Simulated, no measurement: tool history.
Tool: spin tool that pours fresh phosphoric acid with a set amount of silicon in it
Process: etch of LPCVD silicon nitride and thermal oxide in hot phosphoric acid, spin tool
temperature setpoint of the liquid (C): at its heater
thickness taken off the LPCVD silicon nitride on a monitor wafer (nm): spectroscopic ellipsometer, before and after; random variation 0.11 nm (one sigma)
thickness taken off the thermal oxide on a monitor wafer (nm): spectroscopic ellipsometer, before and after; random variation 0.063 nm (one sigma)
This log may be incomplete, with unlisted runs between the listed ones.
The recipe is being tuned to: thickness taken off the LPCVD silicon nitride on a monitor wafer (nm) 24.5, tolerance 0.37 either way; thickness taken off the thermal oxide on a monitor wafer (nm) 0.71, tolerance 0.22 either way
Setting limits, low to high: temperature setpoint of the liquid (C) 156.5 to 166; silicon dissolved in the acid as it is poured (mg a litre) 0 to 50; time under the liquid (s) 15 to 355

run	hour	temperature setpoint of the liquid (C)	silicon dissolved in the acid as it is poured (mg a litre)	time under the liquid (s)	thickness taken off the LPCVD silicon nitride on a monitor wafer (nm)	thickness taken off the thermal oxide on a monitor wafer (nm)
1	0	161	29.5	180	14.897	0.28761
2	1.4	162	28.5	190	16.306	0.26626
3	7.5	162	28.5	160	13.664	0.18727
4	10.5	162	28.5	235	20.362	0.2735
5	19	162.5	23.5	240	20.919	0.46183
6	25.4	161.5	23.5	240	20.107	0.35977
7	30.9	162	21.5	240	20.587	0.44639
8	40	162.5	20	240	21.036	0.44389
9	47.3	163	18	240	21.242	0.51433
10	52.6	163.5	17	240	21.673	0.59629
11	58.8	164	17	240	21.938	0.60299
12	65.6	164.5	17	240	22.589	0.60833
13	66.5	165.5	16.5	245	23.597	0.65802

Below are 5 possible settings for the next run. Only one of them brings all results inside the allowed miss of their targets. Which is it?
A	67.4	166	36	240	?	?
B	67.4	165	12.5	250	?	?
C	67.4	166	33	250	?	?
D	67.4	166	6	230	?	?
E	67.4	165.5	15.5	255	?	?

move	thickness taken off the LPCVD silicon nitride on a monitor wafer (nm)	thickness taken off the thermal oxide on a monitor wafer (nm)
A	23.5	0.35961
B	23.69	0.7795
C	24.479	0.43374
D	22.52	0.88877
E	24.563	0.76618
A: lands further from the targets than the last run did
B: nearer the targets than the last run, but a result is still out of spec
C: corrects the largest miss of the last run, while another result sits out of spec
D: lands further from the targets than the last run did
E: all results land within tolerance of their targets
The right move is E.
